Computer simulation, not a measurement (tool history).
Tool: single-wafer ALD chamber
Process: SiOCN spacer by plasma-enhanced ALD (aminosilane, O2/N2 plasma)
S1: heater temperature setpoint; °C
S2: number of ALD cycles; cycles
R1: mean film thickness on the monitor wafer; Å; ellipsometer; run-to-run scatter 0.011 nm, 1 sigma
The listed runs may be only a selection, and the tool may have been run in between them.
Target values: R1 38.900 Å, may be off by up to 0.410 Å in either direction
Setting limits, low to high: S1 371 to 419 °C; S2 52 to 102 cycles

run 1 hour=0.0 | S1=395 S2=77 | R1=41.669
run 2 hour=4.6 | S1=395 S2=87 | R1=46.758
run 3 hour=7.8 | S1=395 S2=83 | R1=44.937
run 4 hour=13.7 | S1=401 S2=83 | R1=44.564
run 5 hour=21.9 | S1=395 S2=83 | R1=45.103
run 6 hour=26.2 | S1=398 S2=80 | R1=43.187
run 7 hour=34.9 | S1=398 S2=78 | R1=42.272
run 8 hour=40.4 | S1=398 S2=76 | R1=41.053
run 9 hour=48.5 | S1=398 S2=75 | R1=40.510
run 10 hour=51.7 | S1=398 S2=74 | R1=40.068
run 11 hour=59.1 | S1=398 S2=71 | R1=38.458

Exactly one of the 4 candidate moves below puts every result within its allowed miss. Which one?
run A hour=66.5 | S1=393 S2=70 | R1=?
run B hour=66.5 | S1=389 S2=72 | R1=?
run C hour=66.5 | S1=407 S2=72 | R1=?
run D hour=66.5 | S1=389 S2=70 | R1=?

move=A R1=37.805
move=B R1=38.886
move=C R1=37.873
move=D R1=37.805
A: its largest miss is bigger than the last run's
B: all results land within tolerance of their targets
C: its largest miss is bigger than the last run's
D: its largest miss is bigger than the last run's
Go with B: it meets all targets.
